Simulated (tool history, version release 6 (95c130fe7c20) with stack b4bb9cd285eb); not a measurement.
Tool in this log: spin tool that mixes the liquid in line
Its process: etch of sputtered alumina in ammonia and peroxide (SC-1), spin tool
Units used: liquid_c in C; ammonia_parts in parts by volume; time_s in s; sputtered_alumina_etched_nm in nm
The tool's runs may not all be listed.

run,day,liquid_c,ammonia_parts,time_s,sputtered_alumina_etched_nm
1,0,56,0.85,45,4.2043
2,0.067,58.5,0.85,45,4.7483
3,0.121,60.5,0.85,45,5.2388
4,0.458,67.5,0.85,45,7.4841
5,0.675,67.5,0.7,45,7.4707
6,0.983,67.5,0.7,25,4.1124
7,1.158,68,0.8,25,4.2301

Run 8 is up next; what results do you expect?
# day 1.308: heated supply line repaired
8,1.308,68.5,0.7,30,?

{"run 8": {"sputtered_alumina_etched_nm": 5.5149}}
